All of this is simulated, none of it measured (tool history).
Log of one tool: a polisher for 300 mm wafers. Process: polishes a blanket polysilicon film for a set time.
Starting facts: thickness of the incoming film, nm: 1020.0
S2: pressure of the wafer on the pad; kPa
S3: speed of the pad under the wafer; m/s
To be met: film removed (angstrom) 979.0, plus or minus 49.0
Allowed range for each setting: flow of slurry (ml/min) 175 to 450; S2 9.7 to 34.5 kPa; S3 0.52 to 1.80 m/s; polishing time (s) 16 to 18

{"run": 1, "day": 0.0, "flow of slurry (ml/min)": 290, "S2": 22.1, "S3": 1.16, "polishing time (s)": 18, "film removed (angstrom)": 1989.7}
{"run": 2, "day": 0.296, "flow of slurry (ml/min)": 290, "S2": 17.9, "S3": 1.16, "polishing time (s)": 18, "film removed (angstrom)": 1626.2}
{"run": 3, "day": 0.321, "flow of slurry (ml/min)": 290, "S2": 17.2, "S3": 1.14, "polishing time (s)": 18, "film removed (angstrom)": 1577.3}
{"run": 4, "day": 0.379, "flow of slurry (ml/min)": 290, "S2": 16.5, "S3": 1.12, "polishing time (s)": 18, "film removed (angstrom)": 1422.1}
{"run": 5, "day": 0.454, "flow of slurry (ml/min)": 290, "S2": 16.5, "S3": 1.12, "polishing time (s)": 18, "film removed (angstrom)": 1422.9}
{"run": 6, "day": 0.708, "flow of slurry (ml/min)": 290, "S2": 15.9, "S3": 1.12, "polishing time (s)": 18, "film removed (angstrom)": 1426.8}
{"run": 7, "day": 0.988, "flow of slurry (ml/min)": 290, "S2": 15.2, "S3": 1.1, "polishing time (s)": 18, "film removed (angstrom)": 1292.1}
{"run": 8, "day": 1.021, "flow of slurry (ml/min)": 290, "S2": 14.5, "S3": 1.1, "polishing time (s)": 18, "film removed (angstrom)": 1247.7}
{"run": 9, "day": 1.35, "flow of slurry (ml/min)": 290, "S2": 13.8, "S3": 1.1, "polishing time (s)": 18, "film removed (angstrom)": 1187.1}
{"run": 10, "day": 1.412, "flow of slurry (ml/min)": 290, "S2": 13.1, "S3": 1.1, "polishing time (s)": 18, "film removed (angstrom)": 1167.8}

Exercise: of the 5 proposed moves below, exactly one satisfies all targets within the stated allowed misses. Which move is it?
{"run": "A", "day": 1.475, "flow of slurry (ml/min)": 295, "S2": 14.5, "S3": 1.0, "polishing time (s)": 16, "film removed (angstrom)": "?"}
{"run": "B", "day": 1.475, "flow of slurry (ml/min)": 205, "S2": 11.7, "S3": 1.32, "polishing time (s)": 17, "film removed (angstrom)": "?"}
{"run": "C", "day": 1.475, "flow of slurry (ml/min)": 275, "S2": 13.8, "S3": 0.98, "polishing time (s)": 16, "film removed (angstrom)": "?"}
{"run": "D", "day": 1.475, "flow of slurry (ml/min)": 295, "S2": 12.4, "S3": 1.22, "polishing time (s)": 16, "film removed (angstrom)": "?"}
{"run": "E", "day": 1.475, "flow of slurry (ml/min)": 305, "S2": 11.7, "S3": 1.2, "polishing time (s)": 18, "film removed (angstrom)": "?"}

move=A film_removed_(angstrom)=1085.9
move=B film_removed_(angstrom)=1097.0
move=C film_removed_(angstrom)=1015.1
move=D film_removed_(angstrom)=1077.1
move=E film_removed_(angstrom)=1138.2
A: nearer than the last run, and not there yet
B: nearer than the last run, and not there yet
C: meets every target
D: nearer than the last run, and not there yet
E: nearer than the last run, and not there yet
The move that meets every target is C.
